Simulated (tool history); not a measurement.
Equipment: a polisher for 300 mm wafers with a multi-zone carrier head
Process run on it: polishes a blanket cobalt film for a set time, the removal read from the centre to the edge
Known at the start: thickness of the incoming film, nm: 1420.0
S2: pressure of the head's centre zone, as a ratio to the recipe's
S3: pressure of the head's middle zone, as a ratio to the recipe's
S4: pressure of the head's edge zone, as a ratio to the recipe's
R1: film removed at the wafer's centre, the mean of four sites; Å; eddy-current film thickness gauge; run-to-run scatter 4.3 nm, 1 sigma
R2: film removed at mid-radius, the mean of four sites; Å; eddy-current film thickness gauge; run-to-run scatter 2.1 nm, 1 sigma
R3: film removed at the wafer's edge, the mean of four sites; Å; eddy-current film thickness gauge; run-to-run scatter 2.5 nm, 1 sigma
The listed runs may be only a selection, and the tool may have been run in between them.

Run 1, hour 0.0: flow of slurry (ml/min) 225, S2 1.00, S3 1.00, S4 1.00, polishing time (s) 48. Result: R1 4000.2 Å, R2 3914.0 Å, R3 4003.3 Å.
Run 2, hour 6.4: flow of slurry (ml/min) 220, S2 1.00, S3 0.98, S4 0.98, polishing time (s) 47. Result: R1 3764.8 Å, R2 3752.6 Å, R3 3837.5 Å.
Run 3, hour 13.9: flow of slurry (ml/min) 220, S2 1.00, S3 0.98, S4 0.98, polishing time (s) 53. Result: R1 4316.6 Å, R2 4222.3 Å, R3 4361.5 Å.
Run 4, hour 16.2: flow of slurry (ml/min) 215, S2 1.02, S3 0.96, S4 0.96, polishing time (s) 52. Result: R1 4292.9 Å, R2 4107.0 Å, R3 4167.7 Å.
Run 5, hour 23.8: flow of slurry (ml/min) 215, S2 1.02, S3 0.96, S4 1.04, polishing time (s) 52. Result: R1 4194.5 Å, R2 4117.6 Å, R3 4351.1 Å.
Run 6, hour 25.4: flow of slurry (ml/min) 215, S2 1.04, S3 0.94, S4 1.03, polishing time (s) 50. Result: R1 4217.1 Å, R2 3860.1 Å, R3 4152.5 Å.
Run 7, hour 30.7: flow of slurry (ml/min) 210, S2 1.04, S3 0.92, S4 1.01, polishing time (s) 49. Result: R1 4049.4 Å, R2 3680.3 Å, R3 4061.4 Å.

Estimate the outcome of run 8 from the log above:
Run 8, hour 37.4: flow of slurry (ml/min) 205, S2 1.04, S3 0.91, S4 0.99, polishing time (s) 48. Result: R1 ?, R2 ?, R3 ?.

Run 8 produced R1 4004.6 Å, R2 3583.8 Å, R3 3918.9 Å.
